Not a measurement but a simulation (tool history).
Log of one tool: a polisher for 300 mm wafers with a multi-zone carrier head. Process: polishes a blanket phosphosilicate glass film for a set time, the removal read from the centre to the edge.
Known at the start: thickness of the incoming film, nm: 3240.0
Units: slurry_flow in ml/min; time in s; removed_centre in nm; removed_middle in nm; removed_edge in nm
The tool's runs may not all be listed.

| run | hour | slurry_flow | centre_zone | middle_zone | edge_zone | slurry_solids | time | removed_centre | removed_middle | removed_edge |
|---|---|---|---|---|---|---|---|---|---|---|
| 1 | 0.0 | 165 | 1.00 | 1.00 | 1.00 | 1.00 | 71 | 585.26 | 574.51 | 608.37 |
| 2 | 5.0 | 170 | 1.01 | 1.03 | 0.94 | 0.85 | 68 | 517.10 | 519.03 | 511.24 |
| 3 | 10.2 | 165 | 1.02 | 1.04 | 0.90 | 0.75 | 68 | 482.15 | 488.94 | 465.15 |
| 4 | 14.4 | 155 | 1.03 | 1.05 | 0.87 | 0.70 | 68 | 454.03 | 462.03 | 432.42 |
| 5 | 22.6 | 155 | 1.03 | 1.05 | 0.83 | 0.70 | 68 | 448.81 | 470.19 | 417.10 |
| 6 | 28.8 | 155 | 1.11 | 1.05 | 0.83 | 0.70 | 68 | 483.62 | 452.94 | 427.02 |

Forecast run 7:
| 7 | 34.4 | 140 | 1.10 | 1.06 | 0.82 | 0.70 | 68 | ? | ? | ? |

removed_centre: 467.33 nm
removed_middle: 440.03 nm
removed_edge: 412.56 nm
